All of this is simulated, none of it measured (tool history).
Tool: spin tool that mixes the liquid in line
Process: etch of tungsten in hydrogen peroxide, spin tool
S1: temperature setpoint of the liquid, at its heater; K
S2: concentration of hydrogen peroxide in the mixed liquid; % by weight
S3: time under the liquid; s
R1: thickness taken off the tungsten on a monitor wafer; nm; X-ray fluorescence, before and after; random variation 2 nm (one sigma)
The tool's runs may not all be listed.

| run | hour | S1 | S2 | S3 | R1 |
|---|---|---|---|---|---|
| 1 | 0 | 326.15 | 17.5 | 45 | 117.51 |
| 2 | 6.5 | 320.65 | 17.5 | 45 | 83.909 |
| 3 | 10.7 | 320.65 | 17.5 | 50 | 94.084 |
| 4 | 16.9 | 320.65 | 17.5 | 50 | 93.639 |
| 5 | 19 | 322.15 | 17.5 | 50 | 99.495 |
| 6 | 22 | 316.65 | 17.5 | 50 | 72.412 |
| 7 | 25.4 | 318.65 | 17.5 | 50 | 81.703 |
| 8 | 31.2 | 320.15 | 17.5 | 50 | 89.899 |
| 9 | 39.7 | 321.65 | 17.5 | 50 | 98.373 |
| 10 | 43.3 | 323.15 | 17.5 | 50 | 108.5 |
| 11 | 43.9 | 323.15 | 17.5 | 50 | 108.83 |
| 12 | 47 | 324.15 | 17.5 | 50 | 112.87 |
| 13 | 53.1 | 325.15 | 17.5 | 50 | 122.68 |

Run 14 comes next. What will it give?
| 14 | 58.6 | 326.15 | 17.5 | 50 | ? |

R1: 130.16 nm
